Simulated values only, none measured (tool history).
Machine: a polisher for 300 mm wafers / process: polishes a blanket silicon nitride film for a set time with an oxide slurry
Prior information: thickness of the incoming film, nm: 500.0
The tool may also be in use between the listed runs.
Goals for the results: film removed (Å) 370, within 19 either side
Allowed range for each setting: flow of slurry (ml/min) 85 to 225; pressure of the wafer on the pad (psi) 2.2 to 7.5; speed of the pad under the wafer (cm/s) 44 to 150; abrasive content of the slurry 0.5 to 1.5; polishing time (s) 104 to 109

| run | hour | flow of slurry (ml/min) | pressure of the wafer on the pad (psi) | speed of the pad under the wafer (cm/s) | abrasive content of the slurry | polishing time (s) | film removed (Å) |
|---|---|---|---|---|---|---|---|
| 1 | 0 | 145 | 4.8 | 96 | 1 | 104 | 712.29 |
| 2 | 5.9 | 165 | 4.8 | 96 | 1 | 104 | 736.11 |
| 3 | 12.9 | 165 | 4.4 | 94 | 1 | 104 | 687.72 |
| 4 | 16.5 | 165 | 5.3 | 94 | 1 | 104 | 782.64 |
| 5 | 17.1 | 180 | 5.3 | 94 | 1 | 104 | 774.84 |
| 6 | 20.8 | 180 | 4.9 | 88 | 1 | 104 | 701.72 |
| 7 | 21.6 | 180 | 4.5 | 84 | 1 | 104 | 662.05 |
| 8 | 22.9 | 180 | 4.2 | 78 | 1 | 104 | 584.61 |
| 9 | 25.3 | 175 | 2.8 | 74 | 1 | 104 | 452.73 |
| 10 | 33 | 175 | 2.7 | 72 | 1 | 104 | 440.74 |
| 11 | 33.8 | 175 | 2.6 | 70 | 1 | 104 | 424.39 |
| 12 | 42.5 | 175 | 2.5 | 68 | 1 | 104 | 405.41 |

Which of these 5 next moves meets every target?
| A | 51.2 | 190 | 3.1 | 100 | 0.65 | 109 | ? |
| B | 51.2 | 150 | 2.4 | 66 | 0.95 | 106 | ? |
| C | 51.2 | 190 | 2.7 | 74 | 1 | 106 | ? |
| D | 51.2 | 220 | 2.2 | 56 | 0.95 | 104 | ? |
| E | 51.2 | 125 | 2.3 | 72 | 0.75 | 106 | ? |

| move | film removed (Å) |
|---|---|
| A | 467.4 |
| B | 375.72 |
| C | 463.3 |
| D | 332.7 |
| E | 322.16 |
A: misses by more than the last run did
B: every result lands within tolerance
C: misses by more than the last run did
D: carries the result that was furthest off beyond its target, to the other side
E: carries the result that was furthest off beyond its target, to the other side
The move that meets every target is B.
